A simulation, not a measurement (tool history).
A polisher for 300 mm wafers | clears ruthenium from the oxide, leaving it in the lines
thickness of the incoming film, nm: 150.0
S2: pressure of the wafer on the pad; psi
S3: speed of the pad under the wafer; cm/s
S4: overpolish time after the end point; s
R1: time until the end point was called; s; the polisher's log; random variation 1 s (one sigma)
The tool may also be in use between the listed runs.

{"run": 1, "hour": 0.0, "flow of slurry (ml/min)": 245, "S2": 2.5, "S3": 98, "S4": 41, "R1": 115.71}
{"run": 2, "hour": 7.1, "flow of slurry (ml/min)": 245, "S2": 2.8, "S3": 102, "S4": 41, "R1": 100.12}
{"run": 3, "hour": 15.8, "flow of slurry (ml/min)": 245, "S2": 2.8, "S3": 102, "S4": 44, "R1": 97.756}
{"run": 4, "hour": 24.8, "flow of slurry (ml/min)": 190, "S2": 2.8, "S3": 102, "S4": 44, "R1": 111.08}
{"run": 5, "hour": 28.0, "flow of slurry (ml/min)": 190, "S2": 2.8, "S3": 102, "S4": 41, "R1": 102.49}
{"run": 6, "hour": 29.3, "flow of slurry (ml/min)": 145, "S2": 2.8, "S3": 102, "S4": 41, "R1": 112.93}
{"hour": 35.7, "done": "slurry nozzle cleaned"}
{"run": 7, "hour": 35.7, "flow of slurry (ml/min)": 160, "S2": 3.1, "S3": 106, "S4": 41, "R1": 92.271}

Run 8 comes next. What will it give?
{"run": 8, "hour": 40.4, "flow of slurry (ml/min)": 175, "S2": 3.3, "S3": 108, "S4": 41, "R1": "?"}

{"run 8": {"R1": 82.035}}

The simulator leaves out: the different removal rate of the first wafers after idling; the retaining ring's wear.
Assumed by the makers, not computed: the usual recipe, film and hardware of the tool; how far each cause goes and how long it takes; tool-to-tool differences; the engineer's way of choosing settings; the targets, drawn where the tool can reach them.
